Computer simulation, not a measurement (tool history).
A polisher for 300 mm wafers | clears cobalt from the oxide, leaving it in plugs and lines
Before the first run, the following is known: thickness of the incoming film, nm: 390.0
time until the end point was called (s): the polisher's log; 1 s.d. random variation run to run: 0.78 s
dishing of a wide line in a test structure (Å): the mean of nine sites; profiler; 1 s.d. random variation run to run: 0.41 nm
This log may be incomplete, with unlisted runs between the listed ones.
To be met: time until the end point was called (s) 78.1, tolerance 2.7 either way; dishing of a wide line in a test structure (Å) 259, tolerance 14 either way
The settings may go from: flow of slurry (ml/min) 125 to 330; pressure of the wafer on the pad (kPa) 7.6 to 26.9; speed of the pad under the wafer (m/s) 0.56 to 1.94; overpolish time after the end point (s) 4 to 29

run	hour	flow of slurry (ml/min)	pressure of the wafer on the pad (kPa)	speed of the pad under the wafer (m/s)	overpolish time after the end point (s)	time until the end point was called (s)	dishing of a wide line in a test structure (Å)
1	0	210	17.2	1.24	15	39.872	413.79
2	5.4	205	14.5	1.2	12	49.545	372.92
3	8.5	205	18.6	1.2	12	38.476	400.53
4	12.5	165	18.6	1.2	12	39.24	396.08
5	18.3	165	18.6	0.9	12	52.578	375.72
6	26.9	155	16.5	0.94	10	56.076	342.18
7	35.7	145	14.5	0.96	8	63.125	288.4
8	37.3	145	13.8	0.96	8	65.758	289.7
9	44.3	145	13.8	0.96	8	66.707	285.27
10	48.2	140	10.3	0.96	4	87.934	141.6
11	49.3	135	11	0.92	5	86.822	178.37
12	54	135	11.7	0.9	6	83.653	205.43
13	54.8	135	12.4	0.88	6	79.589	202.1
14	60.6	135	12.4	0.86	7	82.718	225.81

Exercise: of the 4 proposed moves below, exactly one satisfies all targets within the stated allowed misses. Which move is it?
A	66.4	140	9.7	1.16	8	?	?
B	66.4	125	12.4	0.82	9	?	?
C	66.4	145	11.7	0.82	7	?	?
D	66.4	125	12.4	0.88	10	?	?

move	time until the end point was called (s)	dishing of a wide line in a test structure (Å)
A	77.216	260.63
B	85.828	262.74
C	89.286	217.59
D	80.221	290.06
A: all results in spec
B: gets the furthest-off result to its target, but another result is out of tolerance
C: moves away from the targets compared with the last run
D: takes the result that was furthest off past its target
Answer: A
